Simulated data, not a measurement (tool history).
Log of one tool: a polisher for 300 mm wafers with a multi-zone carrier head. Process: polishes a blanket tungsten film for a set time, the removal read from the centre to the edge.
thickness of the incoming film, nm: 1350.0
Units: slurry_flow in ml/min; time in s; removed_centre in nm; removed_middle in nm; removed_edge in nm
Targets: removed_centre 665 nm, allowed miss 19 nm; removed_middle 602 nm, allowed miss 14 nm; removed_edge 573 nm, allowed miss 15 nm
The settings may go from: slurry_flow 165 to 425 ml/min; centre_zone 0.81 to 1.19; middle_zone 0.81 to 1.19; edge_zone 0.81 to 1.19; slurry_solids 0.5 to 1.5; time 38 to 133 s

run  hour  slurry_flow  centre_zone  middle_zone  edge_zone  slurry_solids  time  removed_centre  removed_middle  removed_edge
  1     0          275            1            1          1              1    85           421.5          424.62        437.27
  2   7.8          295         1.04         1.03       1.02            1.1    87          472.66          447.12         453.1
  3  11.6          295         1.04         1.03       1.02            1.1    74           400.5          387.77        394.09
  4    17          330         1.04         1.03       1.02            1.1    74          405.17          387.52        393.68
  5  21.7          330         1.05         1.05       1.04            1.2    80          449.42          435.13        431.62
  6  23.9          330         1.05         1.05       1.04           1.35    80          461.69          453.14        448.76
  7  26.5          330         1.07         1.07       1.06            1.4    84          496.13           481.6        476.87
  8  31.9          335          1.1         1.09       1.07            1.4    87          520.39           499.1        489.51
  9  36.1          340         1.12          1.1       1.07            1.4    90          555.11          523.85        515.41
 10  41.5          350         1.14         1.11       1.07            1.4    92          586.52          538.47        529.16
 11  46.7          360         1.15         1.12       1.07            1.4    93          591.77          547.66        528.41
 12  50.3          365         1.16         1.13       1.07            1.4    94          612.78          553.83        548.23
 13  57.8          370         1.17         1.14       1.06            1.4    94          609.51          556.44        536.63
 14  61.5          375         1.17         1.14       1.06            1.4    95          628.53          565.17        536.55

4 next moves are on the table. One of them brings every result within its allowed miss. Which?
  A  65.2          350         1.11         1.18       1.09            1.5    97               ?               ?             ?
  B  65.2          390         1.06         1.19       1.03            1.2   106               ?               ?             ?
  C  65.2          375         1.13         1.09       1.14            1.5    95               ?               ?             ?
  D  65.2          420         1.16         1.09       0.98           1.35   103               ?               ?             ?

move  removed_centre  removed_middle  removed_edge
   A          612.04          595.52        567.61
   B          612.52          627.32        581.99
   C          613.81           557.9        567.66
   D          673.06          595.35        574.41
A: brings the result that was furthest off to its target, and leaves another outside
B: takes the result that was furthest off past its target
C: further off than the last run
D: meets every target
Move D is the one to make.
